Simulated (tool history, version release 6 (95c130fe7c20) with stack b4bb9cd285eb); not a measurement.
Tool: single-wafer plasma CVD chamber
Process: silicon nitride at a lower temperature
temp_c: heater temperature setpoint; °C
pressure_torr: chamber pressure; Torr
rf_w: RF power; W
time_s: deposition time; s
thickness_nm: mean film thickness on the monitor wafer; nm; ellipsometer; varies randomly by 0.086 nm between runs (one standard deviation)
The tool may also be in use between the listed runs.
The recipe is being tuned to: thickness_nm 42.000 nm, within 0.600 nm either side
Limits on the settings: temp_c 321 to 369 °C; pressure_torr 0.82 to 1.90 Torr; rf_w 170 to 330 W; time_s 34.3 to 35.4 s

| run | day | temp_c | pressure_torr | rf_w | time_s | thickness_nm |
|---|---|---|---|---|---|---|
| 1 | 0.000 | 345 | 1.36 | 250 | 34.3 | 33.047 |
| 2 | 0.067 | 345 | 1.36 | 280 | 34.3 | 36.351 |
| 3 | 0.329 | 345 | 1.43 | 280 | 34.3 | 36.940 |
| 4 | 0.367 | 345 | 1.49 | 280 | 34.3 | 37.509 |
| 5 | 0.488 | 345 | 1.55 | 280 | 34.3 | 37.746 |
| 6 | 0.858 | 345 | 1.72 | 280 | 34.3 | 38.991 |
| 7 | 1.121 | 345 | 1.90 | 300 | 34.4 | 42.681 |
| 8 | 1.421 | 345 | 1.89 | 300 | 34.4 | 42.618 |

Which one of the following 4 next-run settings gets every result inside its allowed miss? There is exactly one.
| A | 1.721 | 347 | 1.89 | 305 | 35.0 | ? |
| B | 1.721 | 349 | 1.81 | 295 | 34.8 | ? |
| C | 1.721 | 342 | 1.58 | 320 | 35.4 | ? |
| D | 1.721 | 329 | 1.64 | 310 | 35.2 | ? |

| move | thickness_nm |
|---|---|
| A | 43.953 |
| B | 41.998 |
| C | 43.841 |
| D | 43.258 |
A: the biggest miss grows against the last run
B: meets every target
C: the biggest miss grows against the last run
D: the biggest miss grows against the last run
Answer: B

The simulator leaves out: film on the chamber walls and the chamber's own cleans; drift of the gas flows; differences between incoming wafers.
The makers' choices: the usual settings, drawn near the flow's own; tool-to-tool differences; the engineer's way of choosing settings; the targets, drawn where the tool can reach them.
